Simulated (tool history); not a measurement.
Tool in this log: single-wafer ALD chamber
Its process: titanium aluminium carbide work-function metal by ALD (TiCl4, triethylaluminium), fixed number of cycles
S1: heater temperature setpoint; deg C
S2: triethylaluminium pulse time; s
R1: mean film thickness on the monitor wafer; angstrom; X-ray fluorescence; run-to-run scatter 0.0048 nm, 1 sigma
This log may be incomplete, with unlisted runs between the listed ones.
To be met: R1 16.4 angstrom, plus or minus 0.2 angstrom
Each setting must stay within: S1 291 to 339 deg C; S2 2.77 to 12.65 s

run,hour,S1,S2,R1
1,0,315,7.71,19.62
2,3.5,315,5.92,18.079
3,9.4,311,5.84,17.7
4,11.7,311,6.97,18.569
5,14.9,311,5.1,16.837
6,23,311,3.48,13.646
7,27.7,316,3.69,14.539
8,28.7,319,3.9,15.226
9,33.4,319,3.9,15.157
10,34.2,323,3.93,15.587
11,37.1,325,3.95,15.82
12,44,326,3.96,15.923
13,48.5,327,3.97,15.94
14,49.7,334,4.2,16.995
15,50.4,333,4.19,16.805
16,51.2,332,4.18,16.711
17,54.3,327,4.05,16.189

Exactly one of the 5 candidate moves below puts every result within its allowed miss. Which one?
A,57.4,327,4.15,?
B,57.4,324,4.06,?
C,57.4,311,4.54,?
D,57.4,325,4.05,?
E,57.4,316,4.28,?

move,R1
A,16.433
B,16.016
C,15.988
D,16.067
E,15.885
A: all results in spec
B: the biggest miss grows against the last run
C: the biggest miss grows against the last run
D: the biggest miss grows against the last run
E: the biggest miss grows against the last run
Go with A: it meets all targets.
